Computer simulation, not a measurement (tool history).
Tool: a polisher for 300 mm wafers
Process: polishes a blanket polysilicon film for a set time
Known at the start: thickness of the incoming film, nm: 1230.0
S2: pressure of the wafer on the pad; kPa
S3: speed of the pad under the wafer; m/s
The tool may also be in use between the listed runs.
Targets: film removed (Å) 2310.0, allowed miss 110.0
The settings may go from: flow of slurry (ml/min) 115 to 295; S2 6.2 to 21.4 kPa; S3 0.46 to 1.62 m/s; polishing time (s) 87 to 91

run 1 hour=0.0 | flow_of_slurry_(ml/min)=190 S2=13.8 S3=1.04 polishing_time_(s)=87 | film_removed_(Å)=4476.0
run 2 hour=5.3 | flow_of_slurry_(ml/min)=190 S2=13.8 S3=1.04 polishing_time_(s)=91 | film_removed_(Å)=4788.2
run 3 hour=6.9 | flow_of_slurry_(ml/min)=190 S2=13.8 S3=1.16 polishing_time_(s)=91 | film_removed_(Å)=5354.6
run 4 hour=7.5 | flow_of_slurry_(ml/min)=190 S2=11.7 S3=1.08 polishing_time_(s)=91 | film_removed_(Å)=4274.3
run 5 hour=14.0 | flow_of_slurry_(ml/min)=190 S2=10.3 S3=1.02 polishing_time_(s)=91 | film_removed_(Å)=3665.4
run 6 hour=16.8 | flow_of_slurry_(ml/min)=190 S2=11.7 S3=1.02 polishing_time_(s)=91 | film_removed_(Å)=4000.2
run 7 hour=23.8 | flow_of_slurry_(ml/min)=190 S2=10.3 S3=0.98 polishing_time_(s)=91 | film_removed_(Å)=3592.0
run 8 hour=26.4 | flow_of_slurry_(ml/min)=190 S2=9.7 S3=0.94 polishing_time_(s)=91 | film_removed_(Å)=3227.3
run 9 hour=29.4 | flow_of_slurry_(ml/min)=190 S2=9.0 S3=0.92 polishing_time_(s)=91 | film_removed_(Å)=3051.7
run 10 hour=31.4 | flow_of_slurry_(ml/min)=190 S2=9.0 S3=0.92 polishing_time_(s)=91 | film_removed_(Å)=2939.4
run 11 hour=36.3 | flow_of_slurry_(ml/min)=190 S2=9.0 S3=0.92 polishing_time_(s)=91 | film_removed_(Å)=2875.9
run 12 hour=43.8 | flow_of_slurry_(ml/min)=190 S2=8.3 S3=0.92 polishing_time_(s)=91 | film_removed_(Å)=2785.3
run 13 hour=48.6 | flow_of_slurry_(ml/min)=190 S2=7.6 S3=0.92 polishing_time_(s)=91 | film_removed_(Å)=2646.2

Which of these 4 next moves meets every target?
run A hour=53.4 | flow_of_slurry_(ml/min)=195 S2=6.9 S3=0.92 polishing_time_(s)=87 | film_removed_(Å)=?
run B hour=53.4 | flow_of_slurry_(ml/min)=195 S2=7.6 S3=0.88 polishing_time_(s)=91 | film_removed_(Å)=?
run C hour=53.4 | flow_of_slurry_(ml/min)=195 S2=7.6 S3=0.90 polishing_time_(s)=91 | film_removed_(Å)=?
run D hour=53.4 | flow_of_slurry_(ml/min)=145 S2=6.2 S3=1.08 polishing_time_(s)=91 | film_removed_(Å)=?

move=A film_removed_(Å)=2346.4
move=B film_removed_(Å)=2524.8
move=C film_removed_(Å)=2580.2
move=D film_removed_(Å)=2569.3
A: meets every target
B: nearer than the last run, and not there yet
C: nearer than the last run, and not there yet
D: nearer than the last run, and not there yet
Move A is the one to make.

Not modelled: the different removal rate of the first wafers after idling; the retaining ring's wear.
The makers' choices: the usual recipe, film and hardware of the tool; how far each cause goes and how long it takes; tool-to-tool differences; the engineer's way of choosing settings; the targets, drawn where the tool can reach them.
